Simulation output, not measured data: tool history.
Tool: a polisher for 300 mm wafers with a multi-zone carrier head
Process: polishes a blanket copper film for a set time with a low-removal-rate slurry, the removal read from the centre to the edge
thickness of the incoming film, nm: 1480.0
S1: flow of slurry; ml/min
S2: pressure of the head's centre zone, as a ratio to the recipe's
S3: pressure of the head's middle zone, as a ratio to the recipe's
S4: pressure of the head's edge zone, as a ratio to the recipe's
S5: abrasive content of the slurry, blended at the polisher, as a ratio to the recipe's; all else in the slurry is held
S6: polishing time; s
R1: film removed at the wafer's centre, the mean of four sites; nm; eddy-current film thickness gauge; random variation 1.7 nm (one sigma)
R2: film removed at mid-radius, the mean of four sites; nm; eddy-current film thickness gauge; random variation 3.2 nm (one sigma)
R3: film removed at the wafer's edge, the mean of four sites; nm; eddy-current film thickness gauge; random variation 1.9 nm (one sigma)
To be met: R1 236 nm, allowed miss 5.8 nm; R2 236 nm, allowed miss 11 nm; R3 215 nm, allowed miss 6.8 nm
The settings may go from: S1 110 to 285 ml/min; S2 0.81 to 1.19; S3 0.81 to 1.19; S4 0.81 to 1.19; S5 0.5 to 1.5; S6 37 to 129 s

| run | day | S1 | S2 | S3 | S4 | S5 | S6 | R1 | R2 | R3 |
|---|---|---|---|---|---|---|---|---|---|---|
| 1 | 0 | 180 | 1 | 1 | 1 | 1 | 83 | 144.66 | 147.21 | 151.96 |
| 2 | 0.233 | 185 | 1.02 | 1.02 | 1.01 | 1.05 | 84 | 152.89 | 150.34 | 154.94 |
| 3 | 0.425 | 190 | 1.02 | 1.04 | 1.01 | 1.1 | 86 | 157.48 | 161.52 | 161.93 |
| 4 | 0.654 | 190 | 1.02 | 1.04 | 1.01 | 1.1 | 77 | 143.29 | 143.53 | 144.22 |
|  | 0.683 | slurry nozzle cleaned |
| 5 | 0.683 | 195 | 1.03 | 1.05 | 1.01 | 1.15 | 79 | 164.64 | 168.85 | 159.09 |
| 6 | 0.867 | 195 | 1.03 | 1.05 | 1.01 | 1.25 | 79 | 168.29 | 169.54 | 164.82 |
| 7 | 1.038 | 200 | 1.04 | 1.06 | 1.02 | 1.3 | 79 | 172.19 | 170.14 | 165.76 |
| 8 | 1.083 | 205 | 1.05 | 1.07 | 1.03 | 1.3 | 80 | 175.26 | 177.23 | 169.6 |
| 9 | 1.425 | 210 | 1.06 | 1.08 | 1.04 | 1.3 | 81 | 182.54 | 180.38 | 171.08 |
| 10 | 1.462 | 210 | 1.06 | 1.09 | 1.04 | 1.3 | 82 | 185.73 | 183.24 | 171.47 |
| 11 | 1.792 | 210 | 1.06 | 1.09 | 1.04 | 1.3 | 83 | 188.17 | 187.4 | 176.97 |
| 12 | 2.129 | 215 | 1.06 | 1.1 | 1.05 | 1.3 | 84 | 190.48 | 192.64 | 178.04 |
| 13 | 2.25 | 215 | 1.06 | 1.1 | 1.06 | 1.3 | 85 | 190.06 | 191.67 | 181.45 |
| 14 | 2.446 | 220 | 1.07 | 1.11 | 1.07 | 1.3 | 85 | 193.63 | 194.73 | 184.38 |
| 15 | 2.538 | 225 | 1.08 | 1.12 | 1.08 | 1.3 | 85 | 196.26 | 202.32 | 182.68 |
| 16 | 2.612 | 225 | 1.08 | 1.12 | 1.09 | 1.3 | 85 | 194.55 | 202.84 | 183.84 |
| 17 | 2.904 | 225 | 1.09 | 1.12 | 1.1 | 1.3 | 85 | 195.19 | 192.3 | 182.71 |

Which of these 5 next moves meets every target?
| A | 3.196 | 225 | 0.95 | 1.11 | 1.19 | 1.15 | 112 | ? | ? | ? |
| B | 3.196 | 225 | 1.05 | 1.14 | 1.14 | 1.3 | 98 | ? | ? | ? |
| C | 3.196 | 190 | 1 | 1.12 | 1.15 | 1.4 | 104 | ? | ? | ? |
| D | 3.196 | 200 | 1.05 | 1.08 | 1.19 | 1.3 | 107 | ? | ? | ? |
| E | 3.196 | 270 | 1.08 | 1.11 | 1.04 | 1.4 | 97 | ? | ? | ? |

| move | R1 | R2 | R3 |
|---|---|---|---|
| A | 222.49 | 252.7 | 241.63 |
| B | 222.03 | 233.11 | 215.15 |
| C | 222.29 | 242.2 | 228.97 |
| D | 237.87 | 238.96 | 235.12 |
| E | 235.94 | 234.81 | 215.07 |
A: nearer than the last run, and not there yet
B: nearer than the last run, and not there yet
C: nearer than the last run, and not there yet
D: brings the result that was furthest off to its target, and leaves another outside
E: meets every target
The right move is E.
